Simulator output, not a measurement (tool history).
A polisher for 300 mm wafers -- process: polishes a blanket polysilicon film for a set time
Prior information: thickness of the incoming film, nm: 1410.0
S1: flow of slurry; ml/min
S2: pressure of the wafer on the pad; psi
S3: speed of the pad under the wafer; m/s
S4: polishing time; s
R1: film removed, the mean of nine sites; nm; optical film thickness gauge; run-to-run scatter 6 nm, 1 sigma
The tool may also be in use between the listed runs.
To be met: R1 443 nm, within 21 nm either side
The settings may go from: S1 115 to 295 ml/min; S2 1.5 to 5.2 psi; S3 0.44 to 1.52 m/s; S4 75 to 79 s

Run 1, hour 0: S1 190 ml/min, S2 3.3 psi, S3 0.98 m/s, S4 75 s. Result: R1 857.98 nm.
Run 2, hour 2.8: S1 215 ml/min, S2 3.3 psi, S3 0.98 m/s, S4 75 s. Result: R1 868.32 nm.
Run 3, hour 5.3: S1 215 ml/min, S2 2.8 psi, S3 0.94 m/s, S4 75 s. Result: R1 710.97 nm.
Run 4, hour 10.4: S1 215 ml/min, S2 2.4 psi, S3 0.92 m/s, S4 75 s. Result: R1 607.69 nm.
Run 5, hour 13.4: S1 260 ml/min, S2 2.4 psi, S3 0.92 m/s, S4 75 s. Result: R1 611.8 nm.
Run 6, hour 22.3: S1 295 ml/min, S2 2.4 psi, S3 0.92 m/s, S4 75 s. Result: R1 623.7 nm.
Run 7, hour 25.7: S1 295 ml/min, S2 2.1 psi, S3 0.9 m/s, S4 75 s. Result: R1 525.92 nm.
Run 8, hour 31.9: S1 295 ml/min, S2 2 psi, S3 0.9 m/s, S4 75 s. Result: R1 505.9 nm.
Run 9, hour 35.6: S1 295 ml/min, S2 1.9 psi, S3 0.9 m/s, S4 75 s. Result: R1 491.14 nm.

Of the 4 settings listed for the next run, only one would bring every result within its allowed miss of target. Which one?
Run A, hour 39.3: S1 280 ml/min, S2 2 psi, S3 0.96 m/s, S4 79 s. Result: R1 ?.
Run B, hour 39.3: S1 285 ml/min, S2 2.2 psi, S3 0.9 m/s, S4 76 s. Result: R1 ?.
Run C, hour 39.3: S1 265 ml/min, S2 2 psi, S3 0.66 m/s, S4 79 s. Result: R1 ?.
Run D, hour 39.3: S1 295 ml/min, S2 2.7 psi, S3 0.58 m/s, S4 75 s. Result: R1 ?.

move      R1
   A  564.06
   B   559.2
   C  391.09
   D  442.05
A: its largest miss is bigger than the last run's
B: its largest miss is bigger than the last run's
C: moves the result that the last run missed by most past its target, out the other side
D: hits every target within its allowed miss
Answer: D
